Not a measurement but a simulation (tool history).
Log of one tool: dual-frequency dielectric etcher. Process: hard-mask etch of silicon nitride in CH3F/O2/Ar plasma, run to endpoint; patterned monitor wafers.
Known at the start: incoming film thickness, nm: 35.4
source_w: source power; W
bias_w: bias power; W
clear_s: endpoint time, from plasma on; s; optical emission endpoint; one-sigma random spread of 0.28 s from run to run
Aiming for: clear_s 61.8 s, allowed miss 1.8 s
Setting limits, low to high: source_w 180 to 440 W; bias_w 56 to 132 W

run,hour,source_w,bias_w,clear_s
1,0,310,94,50.443
2,7,310,88,51.941
3,15.6,310,81,53.831
4,19.4,280,78,56.591
5,22.3,260,76,57.771
6,28.9,290,76,56.376
7,31.5,270,74,58.19
8,38.1,260,73,58.754

4 next moves are on the table. One of them brings every result within its allowed miss. Which?
A,44.7,300,84,?
B,44.7,280,86,?
C,44.7,300,56,?
D,44.7,360,65,?

move,clear_s
A,53.013
B,53.605
C,62.121
D,55.411
A: moves away from the targets compared with the last run
B: moves away from the targets compared with the last run
C: hits every target within its allowed miss
D: moves away from the targets compared with the last run
Move C is the one to make.
